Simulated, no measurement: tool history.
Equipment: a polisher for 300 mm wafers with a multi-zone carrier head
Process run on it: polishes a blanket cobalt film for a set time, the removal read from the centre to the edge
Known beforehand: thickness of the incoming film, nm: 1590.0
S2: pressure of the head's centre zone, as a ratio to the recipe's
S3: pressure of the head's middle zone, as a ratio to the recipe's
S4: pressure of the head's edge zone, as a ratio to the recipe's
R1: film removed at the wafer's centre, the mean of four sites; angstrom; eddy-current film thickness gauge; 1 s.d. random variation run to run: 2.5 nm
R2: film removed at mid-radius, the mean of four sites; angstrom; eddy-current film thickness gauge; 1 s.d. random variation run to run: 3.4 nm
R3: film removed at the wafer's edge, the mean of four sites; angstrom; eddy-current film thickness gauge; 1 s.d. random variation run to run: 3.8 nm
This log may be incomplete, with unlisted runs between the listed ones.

run 1 hour=0 | flow_of_slurry_(ml/min)=160 S2=1 S3=1 S4=1 polishing_time_(s)=63 | R1=4317.7 R2=4229.7 R3=4056
run 2 hour=6.5 | flow_of_slurry_(ml/min)=150 S2=0.95 S3=0.95 S4=1 polishing_time_(s)=55 | R1=3675.7 R2=3512.8 R3=3544.2
run 3 hour=15 | flow_of_slurry_(ml/min)=140 S2=0.9 S3=0.93 S4=1.02 polishing_time_(s)=49 | R1=3108.9 R2=3042.9 R3=3105.4
run 4 hour=23.6 | flow_of_slurry_(ml/min)=115 S2=0.9 S3=0.93 S4=1.02 polishing_time_(s)=49 | R1=2893.5 R2=2897.6 R3=3089.9
run 5 hour=31.9 | flow_of_slurry_(ml/min)=115 S2=0.9 S3=0.93 S4=1.02 polishing_time_(s)=37 | R1=2160.5 R2=2224.9 R3=2341.6
run 6 hour=35.4 | flow_of_slurry_(ml/min)=125 S2=0.89 S3=0.92 S4=1.06 polishing_time_(s)=38 | R1=2273.9 R2=2297.1 R3=2402.1

What will run 7 give?
run 7 hour=39.5 | flow_of_slurry_(ml/min)=125 S2=0.89 S3=0.92 S4=1.06 polishing_time_(s)=38 | R1=? R2=? R3=?

{"run 7": {"R1": 2304.3, "R2": 2361.2, "R3": 2471.8}}

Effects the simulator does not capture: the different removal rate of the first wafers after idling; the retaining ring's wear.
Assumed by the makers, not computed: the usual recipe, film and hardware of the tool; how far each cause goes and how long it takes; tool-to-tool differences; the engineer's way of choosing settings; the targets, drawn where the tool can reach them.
